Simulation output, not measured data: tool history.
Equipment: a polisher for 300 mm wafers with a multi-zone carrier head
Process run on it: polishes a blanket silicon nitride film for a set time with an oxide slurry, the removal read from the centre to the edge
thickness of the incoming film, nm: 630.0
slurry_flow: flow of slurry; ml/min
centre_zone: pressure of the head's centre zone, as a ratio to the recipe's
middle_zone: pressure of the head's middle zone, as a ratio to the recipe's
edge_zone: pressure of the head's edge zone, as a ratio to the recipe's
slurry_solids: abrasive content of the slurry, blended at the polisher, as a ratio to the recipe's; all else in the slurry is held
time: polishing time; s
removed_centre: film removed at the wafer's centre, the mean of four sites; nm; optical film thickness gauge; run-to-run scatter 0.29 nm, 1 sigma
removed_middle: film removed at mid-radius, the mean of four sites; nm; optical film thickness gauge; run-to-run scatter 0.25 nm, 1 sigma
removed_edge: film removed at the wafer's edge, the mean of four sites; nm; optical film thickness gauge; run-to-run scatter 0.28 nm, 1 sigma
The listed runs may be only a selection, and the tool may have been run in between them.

{"run": 1, "hour": 0.0, "slurry_flow": 170, "centre_zone": 1.0, "middle_zone": 1.0, "edge_zone": 1.0, "slurry_solids": 1.0, "time": 52, "removed_centre": 32.188, "removed_middle": 32.539, "removed_edge": 30.942}
{"run": 2, "hour": 7.6, "slurry_flow": 170, "centre_zone": 1.0, "middle_zone": 0.99, "edge_zone": 1.0, "slurry_solids": 0.95, "time": 51, "removed_centre": 30.604, "removed_middle": 31.557, "removed_edge": 30.475}
{"run": 3, "hour": 8.1, "slurry_flow": 170, "centre_zone": 1.01, "middle_zone": 0.98, "edge_zone": 0.99, "slurry_solids": 0.9, "time": 50, "removed_centre": 30.262, "removed_middle": 30.141, "removed_edge": 29.062}
{"run": 4, "hour": 10.9, "slurry_flow": 130, "centre_zone": 1.01, "middle_zone": 0.98, "edge_zone": 0.99, "slurry_solids": 0.9, "time": 50, "removed_centre": 28.373, "removed_middle": 28.65, "removed_edge": 27.992}
{"run": 5, "hour": 11.7, "slurry_flow": 130, "centre_zone": 1.09, "middle_zone": 0.98, "edge_zone": 0.99, "slurry_solids": 0.9, "time": 50, "removed_centre": 29.793, "removed_middle": 29.189, "removed_edge": 28.122}
{"run": 6, "hour": 14.7, "slurry_flow": 130, "centre_zone": 1.08, "middle_zone": 0.97, "edge_zone": 0.99, "slurry_solids": 0.85, "time": 49, "removed_centre": 28.479, "removed_middle": 27.119, "removed_edge": 27.038}
{"run": 7, "hour": 23.4, "slurry_flow": 130, "centre_zone": 1.07, "middle_zone": 0.97, "edge_zone": 0.99, "slurry_solids": 0.8, "time": 48, "removed_centre": 27.127, "removed_middle": 25.449, "removed_edge": 26.153}
{"run": 8, "hour": 29.2, "slurry_flow": 135, "centre_zone": 1.01, "middle_zone": 0.97, "edge_zone": 0.91, "slurry_solids": 0.55, "time": 42, "removed_centre": 20.438, "removed_middle": 20.754, "removed_edge": 19.469}

Run 9, settings as shown, results not yet in. Your forecast:
{"run": 9, "hour": 34.8, "slurry_flow": 135, "centre_zone": 1.01, "middle_zone": 0.96, "edge_zone": 0.92, "slurry_solids": 0.55, "time": 42, "removed_centre": "?", "removed_middle": "?", "removed_edge": "?"}

removed_centre: 20.933 nm
removed_middle: 20.522 nm
removed_edge: 19.218 nm

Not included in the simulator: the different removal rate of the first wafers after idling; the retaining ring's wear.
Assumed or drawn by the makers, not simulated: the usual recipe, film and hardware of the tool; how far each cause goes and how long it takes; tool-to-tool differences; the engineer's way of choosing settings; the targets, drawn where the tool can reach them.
